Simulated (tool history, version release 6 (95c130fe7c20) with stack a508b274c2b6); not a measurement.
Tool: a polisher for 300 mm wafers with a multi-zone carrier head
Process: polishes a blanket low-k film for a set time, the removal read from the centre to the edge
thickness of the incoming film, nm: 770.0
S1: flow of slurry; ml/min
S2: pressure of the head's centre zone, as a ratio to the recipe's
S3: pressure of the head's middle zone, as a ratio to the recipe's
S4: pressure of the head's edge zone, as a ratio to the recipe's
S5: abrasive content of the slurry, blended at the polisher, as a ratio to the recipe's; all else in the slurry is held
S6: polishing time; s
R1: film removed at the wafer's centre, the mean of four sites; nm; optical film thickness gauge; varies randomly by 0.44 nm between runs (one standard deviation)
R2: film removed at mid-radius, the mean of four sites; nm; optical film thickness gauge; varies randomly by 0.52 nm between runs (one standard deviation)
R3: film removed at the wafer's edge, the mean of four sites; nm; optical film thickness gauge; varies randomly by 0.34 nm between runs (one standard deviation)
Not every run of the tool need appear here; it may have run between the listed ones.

run 1 hour=0 | S1=275 S2=1 S3=1 S4=1 S5=1 S6=78 | R1=33.6 R2=33.203 R3=32.183
run 2 hour=7.9 | S1=325 S2=1 S3=1 S4=1 S5=1 S6=78 | R1=34.345 R2=34.55 R3=32.356
run 3 hour=12.1 | S1=325 S2=1 S3=1 S4=1 S5=1.2 S6=78 | R1=36.371 R2=37.724 R3=35.751
run 4 hour=13.9 | S1=330 S2=1.01 S3=1.01 S4=1.04 S5=1.25 S6=78 | R1=37.655 R2=37.74 R3=36.808
run 5 hour=14.7 | S1=330 S2=0.94 S3=1.01 S4=1.04 S5=1.25 S6=78 | R1=35.606 R2=38.351 R3=36.799
run 6 hour=23.3 | S1=330 S2=0.94 S3=1.05 S4=1.04 S5=1.25 S6=78 | R1=35.287 R2=38.487 R3=36.699

The next listed run, before its measurement:
run 7 hour=30 | S1=335 S2=0.95 S3=1.05 S4=1.05 S5=1.3 S6=78 | R1=? R2=? R3=?

R1: 36.945 nm
R2: 39.29 nm
R3: 37.283 nm
